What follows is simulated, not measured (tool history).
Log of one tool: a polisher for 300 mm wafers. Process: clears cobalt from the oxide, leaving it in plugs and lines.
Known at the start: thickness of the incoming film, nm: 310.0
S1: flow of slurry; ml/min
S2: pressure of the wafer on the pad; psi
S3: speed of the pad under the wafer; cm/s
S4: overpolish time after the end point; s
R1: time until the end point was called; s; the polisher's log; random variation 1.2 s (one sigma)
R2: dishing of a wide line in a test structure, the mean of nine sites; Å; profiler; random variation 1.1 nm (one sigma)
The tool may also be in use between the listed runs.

run 1 day=0 | S1=190 S2=1.9 S3=78 S4=15 | R1=82.077 R2=416.37
run 2 day=0.262 | S1=190 S2=1.9 S3=78 S4=21 | R1=85.347 R2=517.68
run 3 day=0.429 | S1=190 S2=1.5 S3=78 S4=21 | R1=102.43 R2=428.66
run 4 day=0.667 | S1=190 S2=1.5 S3=78 S4=18 | R1=100.11 R2=413.3
run 5 day=0.717 | S1=190 S2=1.7 S3=80 S4=18 | R1=93.112 R2=428.24
run 6 day=0.946 | S1=190 S2=1.9 S3=82 S4=18 | R1=75.388 R2=471.88
run 7 day=1.017 | S1=190 S2=2 S3=82 S4=18 | R1=74.922 R2=467.58

The next listed run, before its measurement:
run 8 day=1.1 | S1=190 S2=2.1 S3=82 S4=19 | R1=? R2=?

{"run 8": {"R1": 69.429, "R2": 510.38}}
